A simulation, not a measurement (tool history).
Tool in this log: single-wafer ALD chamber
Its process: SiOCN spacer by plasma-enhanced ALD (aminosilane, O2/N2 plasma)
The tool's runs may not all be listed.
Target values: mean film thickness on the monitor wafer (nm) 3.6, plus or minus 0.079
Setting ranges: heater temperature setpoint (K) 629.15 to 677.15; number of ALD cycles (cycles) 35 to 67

run	hour	heater temperature setpoint (K)	number of ALD cycles (cycles)	mean film thickness on the monitor wafer (nm)
1	0	653.15	51	3.2261
2	4.5	653.15	52	3.2812
3	6.6	653.15	53	3.3551
4	14	653.15	54	3.3941
5	17.5	653.15	55	3.4624
6	21	653.15	51	3.2116
7	25.6	653.15	52	3.2575
8	29.7	653.15	53	3.3688
9	34.7	653.15	55	3.4381

Next run, 4 choices. One meets every target within its allowed miss, the rest don't. Which?
A	39.7	650.15	60	?
B	39.7	648.15	60	?
C	39.7	659.15	53	?
D	39.7	658.15	57	?

move	mean film thickness on the monitor wafer (nm)
A	3.7625
B	3.7625
C	3.3235
D	3.5744
A: pushes the last run's worst result past its target
B: pushes the last run's worst result past its target
C: further off than the last run
D: all results in spec
Go with D: it meets all targets.
